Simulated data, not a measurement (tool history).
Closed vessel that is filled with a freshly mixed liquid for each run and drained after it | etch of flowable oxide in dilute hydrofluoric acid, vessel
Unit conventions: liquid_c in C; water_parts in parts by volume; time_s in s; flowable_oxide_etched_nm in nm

run	hour	liquid_c	water_parts	time_s	flowable_oxide_etched_nm
1	0.0	22.0	185	95	20.980
2	8.0	24.0	170	95	24.915
3	11.8	24.0	170	95	24.803
4	14.9	21.0	170	95	22.118
5	17.8	23.0	170	95	23.848
6	20.0	24.5	160	95	27.043
7	28.5	28.5	120	95	44.443
8	29.8	28.0	120	95	43.445

Run 9 has not been measured yet. What should we expect?
9	36.0	27.5	120	95	?

{"run 9": {"flowable_oxide_etched_nm": 42.819}}
